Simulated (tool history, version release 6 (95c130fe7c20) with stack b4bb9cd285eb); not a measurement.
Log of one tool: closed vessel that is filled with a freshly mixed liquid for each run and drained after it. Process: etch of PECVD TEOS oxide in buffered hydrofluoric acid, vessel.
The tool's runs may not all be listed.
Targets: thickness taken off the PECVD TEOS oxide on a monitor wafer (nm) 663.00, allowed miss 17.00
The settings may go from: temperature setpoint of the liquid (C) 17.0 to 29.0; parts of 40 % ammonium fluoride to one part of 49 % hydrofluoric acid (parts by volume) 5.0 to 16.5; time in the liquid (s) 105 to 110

run  hour  temperature setpoint of the liquid (C)  parts of 40 % ammonium fluoride to one part of 49 % hydrofluoric acid (parts by volume)  time in the liquid (s)  thickness taken off the PECVD TEOS oxide on a monitor wafer (nm)
  1   0.0                                    21.0                                                                                     10.0                     105                                                            324.17
  2   5.0                                    21.0                                                                                      7.5                     105                                                            424.66
  3  10.6                                    23.5                                                                                      7.5                     105                                                            483.42
  4  14.2                                    23.5                                                                                      9.0                     105                                                            399.75
  5  16.6                                    23.5                                                                                     11.0                     105                                                            341.66
  6  25.4                                    23.5                                                                                     13.5                     105                                                            279.68
  7  29.3                                    25.0                                                                                     11.5                     105                                                            354.98
  8  33.6                                    25.0                                                                                     11.5                     105                                                            355.55
  9  37.2                                    26.5                                                                                     10.0                     105                                                            439.60
 10  41.9                                    27.5                                                                                      9.0                     105                                                            498.77
 11  47.9                                    28.0                                                                                      8.0                     105                                                            575.49
 12  49.0                                    28.5                                                                                      7.5                     105                                                            639.72

Which of these 4 next moves meets every target?
  A  50.1                                    29.0                                                                                      8.0                     105                                                                 ?
  B  50.1                                    25.5                                                                                      6.5                     105                                                                 ?
  C  50.1                                    27.0                                                                                      7.0                     110                                                                 ?
  D  50.1                                    27.0                                                                                      7.5                     105                                                                 ?

move  thickness taken off the PECVD TEOS oxide on a monitor wafer (nm)
   A                                                            611.82
   B                                                            625.33
   C                                                            665.79
   D                                                            589.96
A: further off than the last run
B: further off than the last run
C: meets every target
D: further off than the last run
Move C is the one to make.

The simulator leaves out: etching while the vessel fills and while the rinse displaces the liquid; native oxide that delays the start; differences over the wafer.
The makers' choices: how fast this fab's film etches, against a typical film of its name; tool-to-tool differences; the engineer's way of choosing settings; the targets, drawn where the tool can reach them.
